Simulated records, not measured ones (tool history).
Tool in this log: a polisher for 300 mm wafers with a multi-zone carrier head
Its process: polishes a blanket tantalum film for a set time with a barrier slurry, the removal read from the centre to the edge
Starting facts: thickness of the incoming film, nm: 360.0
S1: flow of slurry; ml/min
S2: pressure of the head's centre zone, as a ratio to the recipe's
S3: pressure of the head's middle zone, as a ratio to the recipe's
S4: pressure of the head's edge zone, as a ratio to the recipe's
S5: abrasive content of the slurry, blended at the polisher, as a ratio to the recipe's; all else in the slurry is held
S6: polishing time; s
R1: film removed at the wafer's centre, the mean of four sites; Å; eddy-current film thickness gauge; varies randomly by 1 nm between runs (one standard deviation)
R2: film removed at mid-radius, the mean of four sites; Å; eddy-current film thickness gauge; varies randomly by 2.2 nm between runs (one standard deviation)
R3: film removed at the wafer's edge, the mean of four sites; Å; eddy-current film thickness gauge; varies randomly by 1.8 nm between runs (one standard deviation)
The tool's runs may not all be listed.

run 1 hour=0.0 | S1=305 S2=1.00 S3=1.00 S4=1.00 S5=1.00 S6=57 | R1=1187.2 R2=1211.9 R3=1177.5
run 2 hour=1.8 | S1=305 S2=1.00 S3=1.00 S4=1.00 S5=1.00 S6=50 | R1=1048.7 R2=1065.6 R3=1033.1
run 3 hour=4.9 | S1=300 S2=0.98 S3=1.01 S4=1.02 S5=1.10 S6=52 | R1=1079.9 R2=1136.5 R3=1090.9
run 4 hour=6.8 | S1=330 S2=0.98 S3=1.01 S4=1.02 S5=1.10 S6=52 | R1=1100.6 R2=1156.5 R3=1118.7
run 5 hour=10.2 | S1=345 S2=0.97 S3=1.02 S4=1.05 S5=1.15 S6=54 | R1=1150.6 R2=1201.4 R3=1219.5
-- hour=12.1 worn pad replaced by a new one
run 6 hour=12.1 | S1=350 S2=0.96 S3=1.04 S4=1.06 S5=1.20 S6=55 | R1=1317.8 R2=1444.9 R3=1418.3
run 7 hour=19.9 | S1=365 S2=0.95 S3=1.05 S4=1.07 S5=1.20 S6=55 | R1=1289.4 R2=1447.2 R3=1396.1
run 8 hour=20.9 | S1=375 S2=0.95 S3=1.06 S4=1.09 S5=1.20 S6=55 | R1=1308.9 R2=1471.2 R3=1403.9
run 9 hour=23.9 | S1=380 S2=0.94 S3=1.06 S4=1.11 S5=1.20 S6=55 | R1=1317.3 R2=1456.8 R3=1414.6
run 10 hour=32.8 | S1=390 S2=0.93 S3=1.06 S4=1.12 S5=1.25 S6=55 | R1=1311.3 R2=1467.4 R3=1445.0
run 11 hour=40.0 | S1=395 S2=0.92 S3=1.07 S4=1.13 S5=1.30 S6=55 | R1=1316.1 R2=1515.1 R3=1471.4

Predict the results of run 12:
run 12 hour=41.0 | S1=405 S2=0.91 S3=1.07 S4=1.14 S5=1.35 S6=55 | R1=? R2=? R3=?

Logged for run 12: R1 1306.4 Å, R2 1510.3 Å, R3 1474.2 Å.

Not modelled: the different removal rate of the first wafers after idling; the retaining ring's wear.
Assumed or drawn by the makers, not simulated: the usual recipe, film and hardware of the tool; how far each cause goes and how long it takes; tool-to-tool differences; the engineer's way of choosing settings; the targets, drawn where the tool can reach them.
